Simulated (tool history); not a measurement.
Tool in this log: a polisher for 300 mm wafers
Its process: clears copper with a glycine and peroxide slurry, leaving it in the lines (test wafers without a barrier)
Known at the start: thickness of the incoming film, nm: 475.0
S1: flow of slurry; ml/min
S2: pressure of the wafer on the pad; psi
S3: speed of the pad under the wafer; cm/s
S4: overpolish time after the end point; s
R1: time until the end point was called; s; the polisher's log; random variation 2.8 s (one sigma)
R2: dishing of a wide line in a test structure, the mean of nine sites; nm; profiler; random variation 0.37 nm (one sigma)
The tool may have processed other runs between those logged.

run  hour   S1   S2   S3  S4      R1      R2
  1     0  205  1.6   96  19  132.17  36.007
  2   5.3  205  1.4   96  18  141.51  33.571
  3   7.3  205  1.8   96  18  119.49  36.654
  4     8  205  1.8  106  18  112.82    38.5
  5  16.6  205  1.6  106  18  121.55   36.55
  6  18.9  205    2  106  18  104.92   39.49
  7  27.1  205  1.8  100  17  117.57  35.756
  8  32.8  200  1.3   82  15  160.82  27.447

Run 9 has not been measured yet. What should we expect?
  9  34.3  200  1.2  82  15   ?   ?

Logged for run 9: R1 164.38 s, R2 26.438 nm.

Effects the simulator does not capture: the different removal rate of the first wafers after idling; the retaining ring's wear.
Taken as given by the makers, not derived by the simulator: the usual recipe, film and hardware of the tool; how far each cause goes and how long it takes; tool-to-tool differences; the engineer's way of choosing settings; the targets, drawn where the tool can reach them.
